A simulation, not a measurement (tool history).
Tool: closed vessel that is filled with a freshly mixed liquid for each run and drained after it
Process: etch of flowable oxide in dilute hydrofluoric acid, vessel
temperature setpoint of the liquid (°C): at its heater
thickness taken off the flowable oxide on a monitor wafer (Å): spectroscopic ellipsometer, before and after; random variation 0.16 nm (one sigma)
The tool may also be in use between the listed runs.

run	hour	temperature setpoint of the liquid (°C)	parts of water to one part of 49 % hydrofluoric acid (parts by volume)	time in the liquid (s)	thickness taken off the flowable oxide on a monitor wafer (Å)
1	0	25	205	90	146.11
2	4.5	25	275	90	101.25
3	5.5	26	255	90	115.91
4	13.1	24.5	255	90	108.98
5	19.8	22	255	90	99.699
6	27.6	23	240	90	112.1

Forecast run 7:
7	29.1	24	225	90	?

{"run 7": {"thickness taken off the flowable oxide on a monitor wafer (Å)": 125.95}}

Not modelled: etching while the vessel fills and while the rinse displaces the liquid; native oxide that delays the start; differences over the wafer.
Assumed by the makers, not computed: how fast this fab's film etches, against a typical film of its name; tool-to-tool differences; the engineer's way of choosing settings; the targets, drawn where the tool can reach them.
